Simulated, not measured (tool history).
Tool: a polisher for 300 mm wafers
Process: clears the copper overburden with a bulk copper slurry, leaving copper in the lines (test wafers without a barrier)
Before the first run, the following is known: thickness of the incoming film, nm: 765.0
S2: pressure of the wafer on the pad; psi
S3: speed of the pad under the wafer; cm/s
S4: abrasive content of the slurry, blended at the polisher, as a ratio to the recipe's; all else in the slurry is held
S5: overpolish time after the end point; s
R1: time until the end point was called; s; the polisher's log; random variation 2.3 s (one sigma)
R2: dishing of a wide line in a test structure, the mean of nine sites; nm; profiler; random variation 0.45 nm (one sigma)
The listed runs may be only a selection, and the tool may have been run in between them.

{"run": 1, "hour": 0.0, "flow of slurry (ml/min)": 315, "S2": 1.8, "S3": 84, "S4": 1.0, "S5": 14, "R1": 174.18, "R2": 36.241}
{"run": 2, "hour": 1.8, "flow of slurry (ml/min)": 315, "S2": 1.9, "S3": 84, "S4": 1.0, "S5": 13, "R1": 174.42, "R2": 36.132}
{"run": 3, "hour": 3.4, "flow of slurry (ml/min)": 315, "S2": 2.0, "S3": 86, "S4": 1.0, "S5": 12, "R1": 161.54, "R2": 36.077}
{"run": 4, "hour": 4.2, "flow of slurry (ml/min)": 315, "S2": 2.1, "S3": 86, "S4": 1.0, "S5": 12, "R1": 156.94, "R2": 37.191}
{"run": 5, "hour": 12.9, "flow of slurry (ml/min)": 345, "S2": 2.1, "S3": 86, "S4": 1.0, "S5": 12, "R1": 153.64, "R2": 37.06}
{"run": 6, "hour": 21.3, "flow of slurry (ml/min)": 345, "S2": 1.9, "S3": 86, "S4": 1.0, "S5": 12, "R1": 169.02, "R2": 34.228}
{"run": 7, "hour": 29.9, "flow of slurry (ml/min)": 345, "S2": 2.0, "S3": 86, "S4": 1.0, "S5": 12, "R1": 153.14, "R2": 36.03}
{"run": 8, "hour": 30.9, "flow of slurry (ml/min)": 350, "S2": 2.0, "S3": 86, "S4": 1.0, "S5": 12, "R1": 161.0, "R2": 35.875}

Run 9 has not been measured yet. What should we expect?
{"run": 9, "hour": 33.6, "flow of slurry (ml/min)": 350, "S2": 2.1, "S3": 86, "S4": 1.0, "S5": 12, "R1": "?", "R2": "?"}

{"run 9": {"R1": 148.16, "R2": 37.075}}

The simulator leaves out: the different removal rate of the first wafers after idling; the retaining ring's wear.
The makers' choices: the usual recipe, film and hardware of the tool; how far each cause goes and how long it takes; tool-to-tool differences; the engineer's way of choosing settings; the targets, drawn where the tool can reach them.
